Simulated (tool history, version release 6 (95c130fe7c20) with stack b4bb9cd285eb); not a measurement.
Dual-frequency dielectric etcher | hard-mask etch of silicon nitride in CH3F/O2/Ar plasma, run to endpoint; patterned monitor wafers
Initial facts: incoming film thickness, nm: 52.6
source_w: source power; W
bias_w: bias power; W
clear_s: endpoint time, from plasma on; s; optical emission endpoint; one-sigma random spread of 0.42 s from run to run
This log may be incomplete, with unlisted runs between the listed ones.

run	hour	source_w	bias_w	clear_s
1	0.0	370	68	83.682
2	8.6	370	60	91.318
3	14.2	400	62	87.001
4	21.4	420	65	83.049
5	29.9	370	65	87.026
6	31.3	330	65	89.724
7	34.3	330	65	90.874
8	41.2	370	66	86.005

Run 9 has not been measured yet. What should we expect?
9	48.3	400	67	?

{"run 9": {"clear_s": 83.251}}
